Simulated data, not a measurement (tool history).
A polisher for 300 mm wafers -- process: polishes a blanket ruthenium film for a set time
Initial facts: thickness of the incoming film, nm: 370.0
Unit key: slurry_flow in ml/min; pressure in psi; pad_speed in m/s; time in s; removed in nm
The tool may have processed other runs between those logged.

Run 1, hour 0: slurry_flow 315 ml/min, pressure 1.9 psi, pad_speed 1.2 m/s, time 97 s. Result: removed 126.73 nm.
Run 2, hour 4.9: slurry_flow 315 ml/min, pressure 1.7 psi, pad_speed 1.2 m/s, time 97 s. Result: removed 112.97 nm.
Run 3, hour 8.5: slurry_flow 315 ml/min, pressure 1.7 psi, pad_speed 1.36 m/s, time 97 s. Result: removed 126.85 nm.
Run 4, hour 17.2: slurry_flow 245 ml/min, pressure 1.7 psi, pad_speed 1.36 m/s, time 97 s. Result: removed 126.78 nm.
Run 5, hour 17.9: slurry_flow 245 ml/min, pressure 1.5 psi, pad_speed 1.36 m/s, time 97 s. Result: removed 110.52 nm.
Run 6, hour 20.4: slurry_flow 245 ml/min, pressure 1.5 psi, pad_speed 1.36 m/s, time 97 s. Result: removed 110.16 nm.
Run 7, hour 22.8: slurry_flow 245 ml/min, pressure 1.1 psi, pad_speed 1.34 m/s, time 97 s. Result: removed 82.378 nm.

Run 8 is up next; what results do you expect?
Run 8, hour 25.8: slurry_flow 245 ml/min, pressure 1.3 psi, pad_speed 1.34 m/s, time 97 s. Result: removed ?.

{"run 8": {"removed": 96.288}}
